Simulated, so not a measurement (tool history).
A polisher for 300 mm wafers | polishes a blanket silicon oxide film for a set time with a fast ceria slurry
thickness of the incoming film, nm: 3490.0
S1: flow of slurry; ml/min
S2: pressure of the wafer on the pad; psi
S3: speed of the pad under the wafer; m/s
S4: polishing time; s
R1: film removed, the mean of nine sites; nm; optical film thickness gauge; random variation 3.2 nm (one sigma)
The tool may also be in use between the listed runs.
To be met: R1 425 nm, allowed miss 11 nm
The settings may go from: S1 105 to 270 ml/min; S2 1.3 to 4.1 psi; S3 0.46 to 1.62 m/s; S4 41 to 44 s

run 1 hour=0 | S1=175 S2=2.7 S3=1.04 S4=41 | R1=625.08
run 2 hour=6.6 | S1=175 S2=2.7 S3=0.88 S4=41 | R1=550.3
run 3 hour=12.6 | S1=170 S2=2.6 S3=0.88 S4=41 | R1=522.29
run 4 hour=19.8 | S1=170 S2=2.6 S3=0.88 S4=41 | R1=535.18
run 5 hour=27.5 | S1=170 S2=2.6 S3=0.88 S4=41 | R1=532.41
run 6 hour=30.9 | S1=170 S2=2.5 S3=0.88 S4=41 | R1=508.98
run 7 hour=34.4 | S1=170 S2=2.4 S3=0.88 S4=41 | R1=488.82
run 8 hour=35 | S1=170 S2=2.3 S3=0.88 S4=41 | R1=459.79
run 9 hour=39.7 | S1=165 S2=2.2 S3=0.88 S4=41 | R1=448.81

Which of these 4 next moves meets every target?
run A hour=44.4 | S1=150 S2=2.4 S3=0.88 S4=43 | R1=?
run B hour=44.4 | S1=165 S2=2.2 S3=0.8 S4=42 | R1=?
run C hour=44.4 | S1=180 S2=2.2 S3=0.86 S4=41 | R1=?
run D hour=44.4 | S1=155 S2=2.3 S3=0.8 S4=43 | R1=?

move=A R1=503.76
move=B R1=426.47
move=C R1=447.66
move=D R1=450.61
A: further off than the last run
B: meets every target
C: as far off as the last run
D: further off than the last run
Answer: B
